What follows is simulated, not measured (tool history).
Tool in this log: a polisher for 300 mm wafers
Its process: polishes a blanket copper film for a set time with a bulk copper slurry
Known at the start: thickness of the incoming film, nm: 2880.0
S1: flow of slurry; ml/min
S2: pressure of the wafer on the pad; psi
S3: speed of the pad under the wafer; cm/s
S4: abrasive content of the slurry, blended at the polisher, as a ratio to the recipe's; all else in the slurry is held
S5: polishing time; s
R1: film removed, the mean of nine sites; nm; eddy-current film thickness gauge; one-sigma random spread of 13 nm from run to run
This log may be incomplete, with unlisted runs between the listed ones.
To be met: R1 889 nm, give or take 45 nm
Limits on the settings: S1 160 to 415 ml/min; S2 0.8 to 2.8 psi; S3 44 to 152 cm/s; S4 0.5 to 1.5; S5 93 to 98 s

Run 1, day 0: S1 265 ml/min, S2 1.8 psi, S3 98 cm/s, S4 1, S5 93 s. Result: R1 567.77 nm.
Run 2, day 0.321: S1 265 ml/min, S2 2 psi, S3 100 cm/s, S4 1, S5 93 s. Result: R1 649.14 nm.
Run 3, day 0.558: S1 265 ml/min, S2 2 psi, S3 100 cm/s, S4 1, S5 98 s. Result: R1 674.51 nm.
Run 4, day 0.85: S1 205 ml/min, S2 2 psi, S3 100 cm/s, S4 1, S5 98 s. Result: R1 645.57 nm.
Run 5, day 1.104: S1 205 ml/min, S2 2 psi, S3 100 cm/s, S4 1.15, S5 98 s. Result: R1 671.74 nm.
Run 6, day 1.412: S1 215 ml/min, S2 2.1 psi, S3 100 cm/s, S4 1.15, S5 98 s. Result: R1 692.34 nm.
Run 7, day 1.562: S1 215 ml/min, S2 2.1 psi, S3 100 cm/s, S4 1.15, S5 98 s. Result: R1 700.38 nm.
Run 8, day 1.862: S1 215 ml/min, S2 2.1 psi, S3 100 cm/s, S4 1.15, S5 98 s. Result: R1 702.23 nm.
Run 9, day 2.054: S1 225 ml/min, S2 2.2 psi, S3 100 cm/s, S4 1.15, S5 98 s. Result: R1 727.31 nm.
Run 10, day 2.358: S1 225 ml/min, S2 2.2 psi, S3 100 cm/s, S4 1.15, S5 98 s. Result: R1 741.03 nm.
Run 11, day 2.683: S1 235 ml/min, S2 2.3 psi, S3 100 cm/s, S4 1.15, S5 98 s. Result: R1 780.13 nm.
Run 12, day 2.754: S1 240 ml/min, S2 2.4 psi, S3 100 cm/s, S4 1.15, S5 98 s. Result: R1 826.48 nm.
Run 13, day 2.929: S1 245 ml/min, S2 2.4 psi, S3 100 cm/s, S4 1.15, S5 98 s. Result: R1 805.86 nm.

4 next moves are on the table. One of them brings every result within its allowed miss. Which?
Run A, day 3.104: S1 250 ml/min, S2 2.8 psi, S3 102 cm/s, S4 1.25, S5 98 s. Result: R1 ?.
Run B, day 3.104: S1 160 ml/min, S2 2.8 psi, S3 102 cm/s, S4 1.1, S5 98 s. Result: R1 ?.
Run C, day 3.104: S1 235 ml/min, S2 2.5 psi, S3 96 cm/s, S4 1.1, S5 95 s. Result: R1 ?.
Run D, day 3.104: S1 265 ml/min, S2 2.2 psi, S3 118 cm/s, S4 1, S5 94 s. Result: R1 ?.

move      R1
   A  999.81
   B  882.61
   C  781.98
   D  827.97
A: pushes the last run's worst result past its target
B: in spec on every target
C: lands further from the targets than the last run did
D: better than the last run, though not everything is in spec
B meets every target.
